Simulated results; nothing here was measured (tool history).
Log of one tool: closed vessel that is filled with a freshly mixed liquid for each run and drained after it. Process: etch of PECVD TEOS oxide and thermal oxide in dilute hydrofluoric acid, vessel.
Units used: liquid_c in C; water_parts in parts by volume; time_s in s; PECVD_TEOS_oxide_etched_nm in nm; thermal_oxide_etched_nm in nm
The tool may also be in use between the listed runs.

run 1 hour=0 | liquid_c=23 water_parts=300 time_s=100 | PECVD_TEOS_oxide_etched_nm=6.6277 thermal_oxide_etched_nm=1.1638
run 2 hour=8.8 | liquid_c=22.5 water_parts=315 time_s=100 | PECVD_TEOS_oxide_etched_nm=5.9513 thermal_oxide_etched_nm=1.1312
run 3 hour=16.3 | liquid_c=22.5 water_parts=335 time_s=100 | PECVD_TEOS_oxide_etched_nm=5.586 thermal_oxide_etched_nm=0.97538
run 4 hour=18.8 | liquid_c=22.5 water_parts=275 time_s=100 | PECVD_TEOS_oxide_etched_nm=7.1552 thermal_oxide_etched_nm=1.349
run 5 hour=21.1 | liquid_c=24 water_parts=275 time_s=100 | PECVD_TEOS_oxide_etched_nm=7.6443 thermal_oxide_etched_nm=1.3479
run 6 hour=26.4 | liquid_c=23.5 water_parts=295 time_s=100 | PECVD_TEOS_oxide_etched_nm=6.764 thermal_oxide_etched_nm=1.2336
run 7 hour=31.1 | liquid_c=23 water_parts=310 time_s=100 | PECVD_TEOS_oxide_etched_nm=6.2107 thermal_oxide_etched_nm=1.1906
run 8 hour=39.1 | liquid_c=23 water_parts=325 time_s=100 | PECVD_TEOS_oxide_etched_nm=5.934 thermal_oxide_etched_nm=1.0677
run 9 hour=42.7 | liquid_c=22.5 water_parts=340 time_s=100 | PECVD_TEOS_oxide_etched_nm=5.4997 thermal_oxide_etched_nm=0.93787
run 10 hour=48.2 | liquid_c=22 water_parts=350 time_s=100 | PECVD_TEOS_oxide_etched_nm=5.2104 thermal_oxide_etched_nm=0.92352
run 11 hour=53.3 | liquid_c=21.5 water_parts=360 time_s=100 | PECVD_TEOS_oxide_etched_nm=4.9169 thermal_oxide_etched_nm=0.85406
run 12 hour=62.1 | liquid_c=21 water_parts=370 time_s=100 | PECVD_TEOS_oxide_etched_nm=4.5996 thermal_oxide_etched_nm=0.83155
-- hour=63.8 thermometer replaced
run 13 hour=63.8 | liquid_c=20.5 water_parts=380 time_s=100 | PECVD_TEOS_oxide_etched_nm=4.5456 thermal_oxide_etched_nm=0.8006
run 14 hour=70.8 | liquid_c=20 water_parts=390 time_s=100 | PECVD_TEOS_oxide_etched_nm=4.3089 thermal_oxide_etched_nm=0.78314
run 15 hour=74.5 | liquid_c=19.5 water_parts=400 time_s=100 | PECVD_TEOS_oxide_etched_nm=4.1166 thermal_oxide_etched_nm=0.72295
run 16 hour=83.1 | liquid_c=19 water_parts=410 time_s=100 | PECVD_TEOS_oxide_etched_nm=3.8717 thermal_oxide_etched_nm=0.71435
run 17 hour=85.2 | liquid_c=19.5 water_parts=505 time_s=100 | PECVD_TEOS_oxide_etched_nm=3.0144 thermal_oxide_etched_nm=0.53703

Predict the results of run 18:
run 18 hour=93.6 | liquid_c=18 water_parts=505 time_s=100 | PECVD_TEOS_oxide_etched_nm=? thermal_oxide_etched_nm=?

{"run 18": {"PECVD_TEOS_oxide_etched_nm": 2.8305, "thermal_oxide_etched_nm": 0.53841}}

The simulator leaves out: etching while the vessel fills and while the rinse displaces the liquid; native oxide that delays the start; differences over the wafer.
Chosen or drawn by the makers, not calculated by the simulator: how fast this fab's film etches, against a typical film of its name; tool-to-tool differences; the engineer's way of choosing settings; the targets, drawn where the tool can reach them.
